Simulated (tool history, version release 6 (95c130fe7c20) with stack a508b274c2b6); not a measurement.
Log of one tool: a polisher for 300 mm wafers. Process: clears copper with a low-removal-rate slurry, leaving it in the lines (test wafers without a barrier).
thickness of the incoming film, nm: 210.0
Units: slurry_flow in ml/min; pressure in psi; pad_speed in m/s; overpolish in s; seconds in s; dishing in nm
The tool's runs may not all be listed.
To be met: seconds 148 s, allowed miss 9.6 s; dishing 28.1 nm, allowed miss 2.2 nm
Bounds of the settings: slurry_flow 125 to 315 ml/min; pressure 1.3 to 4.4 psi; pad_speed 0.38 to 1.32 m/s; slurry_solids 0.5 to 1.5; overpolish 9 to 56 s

run	hour	slurry_flow	pressure	pad_speed	slurry_solids	overpolish	seconds	dishing
1	0	205	2.8	0.84	1	29	87.751	34.969
2	2.1	205	2.6	0.84	1	30	95.69	34.074
3	6.6	205	2.4	0.84	1	31	100.3	30.861
4	13.2	205	2.4	0.84	1	25	101.12	26.822
5	13.7	205	2.3	0.82	1	28	108.47	27.589
6	21.2	185	2.3	0.82	1	28	109.12	26.94
7	28.5	185	2.2	0.8	1	30	114.3	27.853
8	33.4	185	2.1	0.78	1	32	123.74	27.664
9	40.4	185	2	0.78	1	33	129.82	26.094
10	42.2	185	2	0.78	1	34	129.17	28.259
11	43.6	185	2	0.78	1	35	127.62	27.376
12	49.8	185	2	0.78	1	36	129.16	29.407
13	50.4	185	1.9	0.78	1	37	137.15	29.562

5 next moves are on the table. One of them brings every result within its allowed miss. Which?
A	51	185	2.5	0.7	0.9	37	?	?
B	51	200	1.6	0.86	0.95	39	?	?
C	51	175	1.9	0.86	1	36	?	?
D	51	190	2	0.76	1	48	?	?
E	51	210	1.9	0.84	1.15	35	?	?

move	seconds	dishing
A	118.63	30.565
B	148.48	26.627
C	127.3	28.249
D	133.3	32.657
E	122.58	28.418
A: further off than the last run
B: meets every target
C: further off than the last run
D: further off than the last run
E: further off than the last run
Answer: B
